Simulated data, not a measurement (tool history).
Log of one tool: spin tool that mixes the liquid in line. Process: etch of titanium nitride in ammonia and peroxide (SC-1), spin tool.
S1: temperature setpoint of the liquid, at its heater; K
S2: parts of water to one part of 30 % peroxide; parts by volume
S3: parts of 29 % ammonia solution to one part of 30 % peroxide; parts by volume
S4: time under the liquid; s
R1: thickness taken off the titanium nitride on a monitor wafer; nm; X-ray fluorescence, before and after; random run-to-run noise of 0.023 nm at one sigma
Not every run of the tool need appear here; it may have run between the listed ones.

Run 1, hour 0: S1 329.15 K, S2 15 parts by volume, S3 0.8 parts by volume, S4 90 s. Result: R1 5.2177 nm.
Run 2, hour 4.1: S1 329.15 K, S2 19.5 parts by volume, S3 0.8 parts by volume, S4 90 s. Result: R1 4.5191 nm.
Run 3, hour 11.8: S1 330.65 K, S2 19.5 parts by volume, S3 0.8 parts by volume, S4 90 s. Result: R1 5.0062 nm.
Run 4, hour 15.8: S1 331.65 K, S2 19.5 parts by volume, S3 0.8 parts by volume, S4 90 s. Result: R1 5.3393 nm.
Run 5, hour 22.6: S1 336.15 K, S2 19.5 parts by volume, S3 0.8 parts by volume, S4 90 s. Result: R1 7.137 nm.
Run 6, hour 26.6: S1 336.15 K, S2 15 parts by volume, S3 0.8 parts by volume, S4 90 s. Result: R1 8.2608 nm.

Run 7 has not been measured yet. What should we expect?
Run 7, hour 29.9: S1 336.15 K, S2 15 parts by volume, S3 0.8 parts by volume, S4 90 s. Result: R1 ?.

Run 7 yielded R1 8.2504 nm.
